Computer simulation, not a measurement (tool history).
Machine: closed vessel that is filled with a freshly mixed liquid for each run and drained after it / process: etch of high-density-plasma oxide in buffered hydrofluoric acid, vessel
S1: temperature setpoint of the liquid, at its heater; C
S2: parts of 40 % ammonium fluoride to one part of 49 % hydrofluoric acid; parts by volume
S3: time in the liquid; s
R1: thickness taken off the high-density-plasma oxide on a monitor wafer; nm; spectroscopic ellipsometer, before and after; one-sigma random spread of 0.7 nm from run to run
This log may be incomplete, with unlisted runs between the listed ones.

{"run": 1, "hour": 0.0, "S1": 22.0, "S2": 23.5, "S3": 95, "R1": 106.62}
{"run": 2, "hour": 4.8, "S1": 22.0, "S2": 23.5, "S3": 95, "R1": 106.63}
{"run": 3, "hour": 10.2, "S1": 22.0, "S2": 17.0, "S3": 95, "R1": 140.39}
{"run": 4, "hour": 15.1, "S1": 22.0, "S2": 17.0, "S3": 100, "R1": 146.21}
{"run": 5, "hour": 20.6, "S1": 22.0, "S2": 17.0, "S3": 100, "R1": 147.49}
{"run": 6, "hour": 24.7, "S1": 22.0, "S2": 12.5, "S3": 100, "R1": 195.92}
{"run": 7, "hour": 29.2, "S1": 20.5, "S2": 16.5, "S3": 100, "R1": 138.5}
{"run": 8, "hour": 37.4, "S1": 19.5, "S2": 18.5, "S3": 100, "R1": 117.32}
{"run": 9, "hour": 46.4, "S1": 18.5, "S2": 20.0, "S3": 100, "R1": 102.02}
{"run": 10, "hour": 52.1, "S1": 18.5, "S2": 20.0, "S3": 100, "R1": 102.13}
{"run": 11, "hour": 56.9, "S1": 18.0, "S2": 21.0, "S3": 100, "R1": 95.204}

For run 12, what comes out?
{"run": 12, "hour": 57.8, "S1": 17.5, "S2": 22.0, "S3": 100, "R1": "?"}

Run 12 yielded R1 91.264 nm.

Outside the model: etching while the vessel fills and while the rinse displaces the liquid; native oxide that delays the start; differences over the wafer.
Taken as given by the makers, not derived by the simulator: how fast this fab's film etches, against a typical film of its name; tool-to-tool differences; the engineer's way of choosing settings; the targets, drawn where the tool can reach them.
